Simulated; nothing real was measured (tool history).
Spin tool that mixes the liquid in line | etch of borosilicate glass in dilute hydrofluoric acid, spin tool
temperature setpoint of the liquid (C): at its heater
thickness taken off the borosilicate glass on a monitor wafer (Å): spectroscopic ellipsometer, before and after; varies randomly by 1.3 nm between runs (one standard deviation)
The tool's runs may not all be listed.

run	day	temperature setpoint of the liquid (C)	parts of water to one part of 49 % hydrofluoric acid (parts by volume)	time under the liquid (s)	thickness taken off the borosilicate glass on a monitor wafer (Å)
1	0.000	21.0	145	220	578.52
2	0.362	21.0	100	220	877.95
3	0.712	22.5	95	220	989.98
4	0.950	19.5	95	220	868.26
5	1.092	21.5	90	220	996.65
# day 1.317: hydrofluoric acid flow meter replaced
6	1.317	23.0	85	220	1021.80
7	1.350	23.5	75	220	1198.90
8	1.417	24.5	70	220	1327.50
9	1.629	25.5	70	220	1370.80
10	1.883	26.0	70	220	1418.60
11	1.925	26.5	70	220	1447.40
12	2.088	26.5	70	220	1473.40

Forecast run 13:
13	2.412	27.0	70	220	?

{"run 13": {"thickness taken off the borosilicate glass on a monitor wafer (Å)": 1488.9}}

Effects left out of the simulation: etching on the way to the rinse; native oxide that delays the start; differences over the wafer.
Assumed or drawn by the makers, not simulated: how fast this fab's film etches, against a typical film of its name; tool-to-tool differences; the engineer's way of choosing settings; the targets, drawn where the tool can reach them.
